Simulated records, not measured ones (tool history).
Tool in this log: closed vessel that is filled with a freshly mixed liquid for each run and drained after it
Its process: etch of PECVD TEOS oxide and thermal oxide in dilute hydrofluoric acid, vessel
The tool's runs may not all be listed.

run	hour	temperature setpoint of the liquid (C)	parts of water to one part of 49 % hydrofluoric acid (parts by volume)	time in the liquid (s)	thickness taken off the PECVD TEOS oxide on a monitor wafer (angstrom)	thickness taken off the thermal oxide on a monitor wafer (angstrom)
1	0	25	175	135	86.523	31.905
2	6.2	23.5	185	135	75.872	28.321
3	12.2	25.5	185	135	80.456	30.496
4	15.5	26.5	185	135	84.841	31.5
5	19.6	26.5	185	170	106.34	39.888
6	25.7	24.5	200	170	91.08	33.144
7	31.1	23.5	215	170	79.458	29.359
8	33.4	22.5	225	170	72.798	26.837
9	39.5	21.5	235	170	66.656	24.409
10	43.3	21	240	170	63.38	23.496
11	51.3	20	245	170	59.126	22.344
12	58.4	20	255	170	56.432	20.973
13	65.8	19.5	260	170	54.291	19.94

The next listed run, before its measurement:
14	73	19	260	170	?	?

thickness taken off the PECVD TEOS oxide on a monitor wafer (angstrom): 52.708
thickness taken off the thermal oxide on a monitor wafer (angstrom): 19.795
